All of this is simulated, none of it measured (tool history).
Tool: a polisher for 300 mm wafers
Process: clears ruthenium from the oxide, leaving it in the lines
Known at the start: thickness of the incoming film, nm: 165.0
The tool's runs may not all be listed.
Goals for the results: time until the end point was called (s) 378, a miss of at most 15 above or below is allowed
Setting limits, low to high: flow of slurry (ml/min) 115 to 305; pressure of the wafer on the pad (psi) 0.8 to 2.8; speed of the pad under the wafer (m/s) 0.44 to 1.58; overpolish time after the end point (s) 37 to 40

| run | hour | flow of slurry (ml/min) | pressure of the wafer on the pad (psi) | speed of the pad under the wafer (m/s) | overpolish time after the end point (s) | time until the end point was called (s) |
|---|---|---|---|---|---|---|
| 1 | 0 | 195 | 1.8 | 1 | 37 | 170.39 |
| 2 | 8.8 | 175 | 1.8 | 1 | 37 | 171.69 |
| 3 | 11.6 | 175 | 1.8 | 0.76 | 37 | 226.92 |
| 4 | 16.4 | 175 | 1.6 | 0.76 | 37 | 256.15 |
| 5 | 19.7 | 175 | 1.6 | 0.76 | 37 | 254.3 |
| 6 | 27.3 | 175 | 1.5 | 0.76 | 37 | 269.33 |
| 7 | 30.1 | 175 | 1.4 | 0.76 | 37 | 282.18 |
|  | 38.1 | worn pad replaced by a new one |
| 8 | 38.1 | 175 | 1.4 | 0.76 | 37 | 259.36 |
| 9 | 41.9 | 175 | 1.3 | 0.72 | 37 | 297.79 |
| 10 | 50.6 | 170 | 0.9 | 0.72 | 37 | 414.92 |
| 11 | 57.2 | 175 | 0.9 | 0.72 | 37 | 407.59 |

4 next moves are on the table. One of them brings every result within its allowed miss. Which?
| A | 63.8 | 170 | 0.9 | 0.72 | 40 | ? |
| B | 63.8 | 190 | 1.1 | 0.74 | 37 | ? |
| C | 63.8 | 165 | 0.9 | 0.8 | 40 | ? |
| D | 63.8 | 245 | 1.1 | 0.68 | 40 | ? |

| move | time until the end point was called (s) |
|---|---|
| A | 418.59 |
| B | 333.21 |
| C | 379.52 |
| D | 352.49 |
A: moves away from the targets compared with the last run
B: the result that was furthest off in the last run now lies on the other side of its target
C: all results in spec
D: the result that was furthest off in the last run now lies on the other side of its target
C meets every target.
